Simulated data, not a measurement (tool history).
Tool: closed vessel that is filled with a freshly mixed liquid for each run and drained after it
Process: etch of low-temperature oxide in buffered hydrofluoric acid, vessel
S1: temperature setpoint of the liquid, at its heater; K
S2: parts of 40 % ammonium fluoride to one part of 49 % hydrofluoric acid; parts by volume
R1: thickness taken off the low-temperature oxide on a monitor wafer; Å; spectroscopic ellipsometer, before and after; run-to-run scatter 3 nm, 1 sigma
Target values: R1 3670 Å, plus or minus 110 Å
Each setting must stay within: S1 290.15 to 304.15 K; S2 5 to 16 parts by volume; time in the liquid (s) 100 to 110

{"run": 1, "hour": 0.0, "S1": 296.15, "S2": 9.5, "time in the liquid (s)": 100, "R1": 4415.7}
{"run": 2, "hour": 2.7, "S1": 296.15, "S2": 7.5, "time in the liquid (s)": 100, "R1": 5541.2}
{"run": 3, "hour": 6.9, "S1": 296.15, "S2": 7.5, "time in the liquid (s)": 110, "R1": 6046.9}
{"run": 4, "hour": 8.2, "S1": 296.15, "S2": 7.5, "time in the liquid (s)": 100, "R1": 5579.4}
{"run": 5, "hour": 15.3, "S1": 294.65, "S2": 8, "time in the liquid (s)": 100, "R1": 4756.8}
{"run": 6, "hour": 16.8, "S1": 293.65, "S2": 8, "time in the liquid (s)": 100, "R1": 4472.3}
{"run": 7, "hour": 18.2, "S1": 292.65, "S2": 8, "time in the liquid (s)": 100, "R1": 4271.7}
{"run": 8, "hour": 21.1, "S1": 292.15, "S2": 8, "time in the liquid (s)": 100, "R1": 4151.3}

Pick the move, out of 5, that brings all results within their allowed miss; only one does.
{"run": "A", "hour": 24.0, "S1": 293.15, "S2": 7.5, "time in the liquid (s)": 100, "R1": "?"}
{"run": "B", "hour": 24.0, "S1": 293.15, "S2": 8, "time in the liquid (s)": 110, "R1": "?"}
{"run": "C", "hour": 24.0, "S1": 290.65, "S2": 7, "time in the liquid (s)": 110, "R1": "?"}
{"run": "D", "hour": 24.0, "S1": 290.15, "S2": 8, "time in the liquid (s)": 100, "R1": "?"}
{"run": "E", "hour": 24.0, "S1": 292.15, "S2": 7.5, "time in the liquid (s)": 110, "R1": "?"}

move=A R1=4681.1
move=B R1=4801.8
move=C R1=4818
move=D R1=3684.5
move=E R1=4868.2
A: misses by more than the last run did
B: misses by more than the last run did
C: misses by more than the last run did
D: all results in spec
E: misses by more than the last run did
D is the move that brings every result within its allowed miss.

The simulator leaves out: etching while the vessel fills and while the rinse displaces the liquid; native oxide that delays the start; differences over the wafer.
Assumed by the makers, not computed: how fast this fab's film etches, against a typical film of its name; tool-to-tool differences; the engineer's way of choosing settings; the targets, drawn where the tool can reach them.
